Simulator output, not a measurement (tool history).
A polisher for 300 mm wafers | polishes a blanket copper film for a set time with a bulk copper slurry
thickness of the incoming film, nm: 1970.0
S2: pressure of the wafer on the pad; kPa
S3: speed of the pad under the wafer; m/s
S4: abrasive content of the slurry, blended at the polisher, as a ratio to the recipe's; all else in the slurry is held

Run 1, hour 0.0: flow of slurry (ml/min) 235, S2 23.4 kPa, S3 1.34 m/s, S4 1.0, polishing time (s) 28. Result: film removed (nm) 394.14.
Run 2, hour 8.6: flow of slurry (ml/min) 235, S2 24.8 kPa, S3 1.34 m/s, S4 1.0, polishing time (s) 28. Result: film removed (nm) 412.84.
Run 3, hour 12.7: flow of slurry (ml/min) 200, S2 24.8 kPa, S3 1.34 m/s, S4 1.0, polishing time (s) 28. Result: film removed (nm) 407.42.
Run 4, hour 15.2: flow of slurry (ml/min) 180, S2 24.8 kPa, S3 1.34 m/s, S4 1.0, polishing time (s) 28. Result: film removed (nm) 396.18.
Run 5, hour 23.7: flow of slurry (ml/min) 220, S2 24.8 kPa, S3 1.34 m/s, S4 1.0, polishing time (s) 28. Result: film removed (nm) 409.11.
Run 6, hour 25.3: flow of slurry (ml/min) 225, S2 25.5 kPa, S3 1.34 m/s, S4 1.0, polishing time (s) 28. Result: film removed (nm) 425.79.
Run 7, hour 30.7: flow of slurry (ml/min) 235, S2 26.2 kPa, S3 1.34 m/s, S4 1.0, polishing time (s) 28. Result: film removed (nm) 438.31.
Run 8, hour 34.5: flow of slurry (ml/min) 240, S2 26.9 kPa, S3 1.34 m/s, S4 1.0, polishing time (s) 28. Result: film removed (nm) 452.75.

Run 9, settings as shown, results not yet in. Your forecast:
Run 9, hour 36.5: flow of slurry (ml/min) 245, S2 27.6 kPa, S3 1.34 m/s, S4 1.0, polishing time (s) 28. Result: film removed (nm) ?.

{"run 9": {"film removed (nm)": 451.48}}
